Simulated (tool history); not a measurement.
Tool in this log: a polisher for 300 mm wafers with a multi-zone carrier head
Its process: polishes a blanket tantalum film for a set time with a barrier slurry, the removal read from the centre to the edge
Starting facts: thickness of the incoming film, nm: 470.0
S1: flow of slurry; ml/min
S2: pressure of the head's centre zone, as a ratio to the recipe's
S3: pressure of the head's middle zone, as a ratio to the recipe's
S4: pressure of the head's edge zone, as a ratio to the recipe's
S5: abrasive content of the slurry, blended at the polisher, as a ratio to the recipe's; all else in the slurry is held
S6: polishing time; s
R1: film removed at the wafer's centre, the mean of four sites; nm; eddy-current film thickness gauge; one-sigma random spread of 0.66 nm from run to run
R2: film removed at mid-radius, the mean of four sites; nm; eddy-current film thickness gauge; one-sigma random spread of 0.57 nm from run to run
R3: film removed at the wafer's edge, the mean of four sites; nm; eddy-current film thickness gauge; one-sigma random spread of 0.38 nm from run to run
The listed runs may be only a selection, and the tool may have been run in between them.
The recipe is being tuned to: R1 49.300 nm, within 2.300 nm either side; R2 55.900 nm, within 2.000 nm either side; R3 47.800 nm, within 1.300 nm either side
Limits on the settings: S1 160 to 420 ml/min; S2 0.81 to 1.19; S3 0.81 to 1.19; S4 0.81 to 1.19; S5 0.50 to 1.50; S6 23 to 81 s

run  hour   S1    S2    S3    S4    S5  S6      R1      R2      R3
  1   0.0  270  1.00  1.00  1.00  1.00  52  85.918  87.235  84.556
  2   5.9  270  0.96  1.00  1.00  1.00  52  82.927  85.944  84.672
  3   8.4  270  0.96  1.00  0.93  1.00  52  81.957  86.195  82.248
  4  15.2  270  0.96  1.00  0.93  1.00  61  95.093  99.682  96.697
  5  19.7  270  0.96  1.01  0.91  0.90  54  82.380  88.169  81.453
  6  23.8  270  0.96  1.01  0.91  0.90  47  70.523  75.431  71.982
  7  31.4  270  0.97  1.03  0.89  0.80  44  64.384  69.889  64.557
  8  35.8  270  0.98  1.04  0.87  0.70  42  61.172  64.004  57.157
  9  43.7  265  0.96  1.05  0.86  0.65  41  56.805  59.452  54.815
 10  47.6  270  0.95  1.15  0.81  0.50  37  45.188  52.884  43.169

4 next moves are on the table. One of them brings every result within its allowed miss. Which?
  A  51.5  225  0.81  1.03  0.98  0.75  36   ?   ?   ?
  B  51.5  305  0.98  1.12  0.89  0.50  40   ?   ?   ?
  C  51.5  295  1.10  1.16  0.81  0.55  33   ?   ?   ?
  D  51.5  250  0.92  0.89  0.95  0.50  42   ?   ?   ?

move      R1      R2      R3
   A  43.683  54.838  52.310
   B  50.908  56.438  48.181
   C  49.167  49.978  40.128
   D  49.372  48.207  51.429
A: pushes the last run's worst result past its target
B: all results land within tolerance of their targets
C: lands further from the targets than the last run did
D: pushes the last run's worst result past its target
Go with B: it meets all targets.
